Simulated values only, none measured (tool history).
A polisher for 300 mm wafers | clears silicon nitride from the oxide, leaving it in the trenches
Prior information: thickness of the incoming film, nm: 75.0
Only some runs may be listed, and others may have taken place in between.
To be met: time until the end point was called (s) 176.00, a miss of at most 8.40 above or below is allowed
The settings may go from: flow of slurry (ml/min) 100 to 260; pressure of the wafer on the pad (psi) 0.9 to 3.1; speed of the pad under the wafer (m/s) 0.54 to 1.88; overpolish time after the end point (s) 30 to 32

run,hour,flow of slurry (ml/min),pressure of the wafer on the pad (psi),speed of the pad under the wafer (m/s),overpolish time after the end point (s),time until the end point was called (s)
1,0.0,165,2.0,1.20,30,106.80
2,2.6,200,2.0,1.20,30,102.17
3,3.7,200,1.8,1.20,30,106.34
4,6.8,200,1.8,1.20,32,108.95
5,8.0,200,1.8,1.20,32,106.37
6,16.6,200,1.4,1.20,32,130.46
7,21.1,195,1.3,1.20,32,135.55
8,24.4,190,1.2,1.20,32,144.34
9,26.7,185,1.2,1.20,32,139.16
10,32.2,185,1.2,1.18,32,140.20
11,34.2,185,1.2,1.16,32,147.17
12,35.1,180,1.0,1.14,32,162.92

4 candidate next runs follow, results not yet known. Just one meets every target within its allowed miss. Identify it.
A,36.0,175,1.2,0.92,32,?
B,36.0,155,0.9,1.44,30,?
C,36.0,190,0.9,1.44,30,?
D,36.0,205,1.1,1.12,32,?

move,time until the end point was called (s)
A,178.75
B,148.79
C,144.93
D,158.15
A: all results land within tolerance of their targets
B: moves away from the targets compared with the last run
C: moves away from the targets compared with the last run
D: moves away from the targets compared with the last run
Answer: A

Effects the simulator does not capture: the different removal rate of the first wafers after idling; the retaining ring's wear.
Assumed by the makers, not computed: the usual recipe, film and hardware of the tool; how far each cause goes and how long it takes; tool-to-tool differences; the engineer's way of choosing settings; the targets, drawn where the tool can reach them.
